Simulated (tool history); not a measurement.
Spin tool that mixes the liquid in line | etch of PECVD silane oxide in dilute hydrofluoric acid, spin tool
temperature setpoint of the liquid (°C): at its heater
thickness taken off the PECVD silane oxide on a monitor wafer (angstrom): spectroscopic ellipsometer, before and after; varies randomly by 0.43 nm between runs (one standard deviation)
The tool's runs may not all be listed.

| run | hour | temperature setpoint of the liquid (°C) | parts of water to one part of 49 % hydrofluoric acid (parts by volume) | time under the liquid (s) | thickness taken off the PECVD silane oxide on a monitor wafer (angstrom) |
|---|---|---|---|---|---|
| 1 | 0 | 23 | 45 | 150 | 599.39 |
| 2 | 2.1 | 23 | 45 | 150 | 601.24 |
| 3 | 5.3 | 23 | 35 | 150 | 773.11 |
| 4 | 8.9 | 23 | 35 | 160 | 836.41 |
| 5 | 10.9 | 25.5 | 35 | 160 | 927.16 |
| 6 | 13 | 25.5 | 30 | 160 | 1067.1 |
| 7 | 14.7 | 23.5 | 35 | 160 | 857.1 |
| 8 | 16.6 | 22 | 40 | 160 | 688.49 |
| 9 | 19.4 | 21 | 40 | 160 | 659.07 |

Run 10, settings as shown, results not yet in. Your forecast:
| 10 | 23.1 | 20 | 40 | 160 | ? |

{"run 10": {"thickness taken off the PECVD silane oxide on a monitor wafer (angstrom)": 639.68}}

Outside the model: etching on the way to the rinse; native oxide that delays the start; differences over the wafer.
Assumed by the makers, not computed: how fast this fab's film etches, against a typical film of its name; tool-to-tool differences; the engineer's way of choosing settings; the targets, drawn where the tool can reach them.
